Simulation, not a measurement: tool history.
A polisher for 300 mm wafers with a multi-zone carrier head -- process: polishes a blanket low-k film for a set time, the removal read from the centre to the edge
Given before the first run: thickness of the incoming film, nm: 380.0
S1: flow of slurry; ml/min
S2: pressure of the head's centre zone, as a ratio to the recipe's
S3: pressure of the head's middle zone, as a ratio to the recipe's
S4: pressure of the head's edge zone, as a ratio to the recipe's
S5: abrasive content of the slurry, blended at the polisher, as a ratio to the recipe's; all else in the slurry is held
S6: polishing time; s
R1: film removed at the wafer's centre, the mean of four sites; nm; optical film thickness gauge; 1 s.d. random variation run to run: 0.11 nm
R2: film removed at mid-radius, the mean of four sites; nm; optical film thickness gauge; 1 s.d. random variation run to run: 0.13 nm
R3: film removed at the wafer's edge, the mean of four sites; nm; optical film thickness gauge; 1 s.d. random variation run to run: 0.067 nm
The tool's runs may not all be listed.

Run 1, hour 0.0: S1 150 ml/min, S2 1.00, S3 1.00, S4 1.00, S5 1.00, S6 32 s. Result: R1 11.374 nm, R2 13.7420 nm, R3 13.6150 nm.
Run 2, hour 7.4: S1 145 ml/min, S2 1.03, S3 0.99, S4 0.97, S5 0.90, S6 32 s. Result: R1 11.069 nm, R2 12.6830 nm, R3 12.5600 nm.
Run 3, hour 10.9: S1 140 ml/min, S2 1.05, S3 0.99, S4 0.94, S5 0.85, S6 32 s. Result: R1 10.824 nm, R2 12.3720 nm, R3 11.8050 nm.
Run 4, hour 18.4: S1 135 ml/min, S2 1.06, S3 0.97, S4 0.92, S5 0.80, S6 32 s. Result: R1 10.240 nm, R2 11.3160 nm, R3 11.1090 nm.
Run 5, hour 25.5: S1 105 ml/min, S2 1.06, S3 0.97, S4 0.92, S5 0.80, S6 32 s. Result: R1 9.876 nm, R2 10.9170 nm, R3 10.7480 nm.
Run 6, hour 33.8: S1 105 ml/min, S2 1.08, S3 0.97, S4 0.90, S5 0.80, S6 32 s. Result: R1 10.155 nm, R2 10.7840 nm, R3 10.6460 nm.
Run 7, hour 34.7: S1 105 ml/min, S2 1.09, S3 0.97, S4 0.88, S5 0.80, S6 32 s. Result: R1 10.199 nm, R2 10.7940 nm, R3 10.5490 nm.

For run 8, what comes out?
At hour 39.5: centre zone pressure recalibrated.
Run 8, hour 39.5: S1 105 ml/min, S2 1.16, S3 0.97, S4 0.81, S5 0.65, S6 32 s. Result: R1 ?, R2 ?, R3 ?.

R1: 10.345 nm
R2: 9.2859 nm
R3: 8.5678 nm

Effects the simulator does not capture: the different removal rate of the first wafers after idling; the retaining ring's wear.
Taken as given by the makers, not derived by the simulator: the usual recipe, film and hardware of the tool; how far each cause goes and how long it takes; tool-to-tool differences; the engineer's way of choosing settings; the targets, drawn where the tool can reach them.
